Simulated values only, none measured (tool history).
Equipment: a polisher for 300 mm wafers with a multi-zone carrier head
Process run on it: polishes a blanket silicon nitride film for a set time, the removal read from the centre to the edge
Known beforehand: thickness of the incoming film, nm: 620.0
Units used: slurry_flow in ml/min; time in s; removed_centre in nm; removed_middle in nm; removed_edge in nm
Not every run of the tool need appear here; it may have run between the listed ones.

run 1 hour=0.0 | slurry_flow=295 centre_zone=1.00 middle_zone=1.00 edge_zone=1.00 time=75 | removed_centre=199.09 removed_middle=199.84 removed_edge=206.35
run 2 hour=1.4 | slurry_flow=295 centre_zone=1.03 middle_zone=1.00 edge_zone=1.00 time=75 | removed_centre=207.68 removed_middle=200.94 removed_edge=207.58
run 3 hour=7.8 | slurry_flow=305 centre_zone=1.04 middle_zone=1.01 edge_zone=1.01 time=75 | removed_centre=209.16 removed_middle=199.86 removed_edge=207.71
run 4 hour=9.4 | slurry_flow=305 centre_zone=1.01 middle_zone=1.01 edge_zone=1.01 time=75 | removed_centre=205.23 removed_middle=199.37 removed_edge=208.07
run 5 hour=12.0 | slurry_flow=340 centre_zone=1.01 middle_zone=1.01 edge_zone=1.01 time=75 | removed_centre=207.36 removed_middle=203.74 removed_edge=212.82
run 6 hour=13.3 | slurry_flow=340 centre_zone=1.01 middle_zone=1.01 edge_zone=1.01 time=63 | removed_centre=169.99 removed_middle=170.83 removed_edge=175.74

Forecast run 7:
run 7 hour=17.1 | slurry_flow=345 centre_zone=1.03 middle_zone=1.03 edge_zone=1.02 time=65 | removed_centre=? removed_middle=? removed_edge=?

{"run 7": {"removed_centre": 181.34, "removed_middle": 179.77, "removed_edge": 181.88}}
